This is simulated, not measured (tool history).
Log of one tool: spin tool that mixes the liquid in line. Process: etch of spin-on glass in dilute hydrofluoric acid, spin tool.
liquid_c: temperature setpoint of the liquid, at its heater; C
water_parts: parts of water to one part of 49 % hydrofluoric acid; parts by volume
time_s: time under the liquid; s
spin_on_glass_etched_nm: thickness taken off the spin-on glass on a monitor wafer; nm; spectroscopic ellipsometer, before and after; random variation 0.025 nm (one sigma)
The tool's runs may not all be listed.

run	hour	liquid_c	water_parts	time_s	spin_on_glass_etched_nm
1	0	22	105	15	3.8757
2	4.9	22	125	15	3.1547
3	13.6	24	115	15	3.7595
4	20.5	24	145	15	2.89
5	28	27	145	15	3.2516
6	31.2	27	145	15	3.2283

Run 7 comes next. What will it give?
# hour 35: hydrofluoric acid flow meter replaced
7	35	27.5	130	15	?

{"run 7": {"spin_on_glass_etched_nm": 3.3855}}
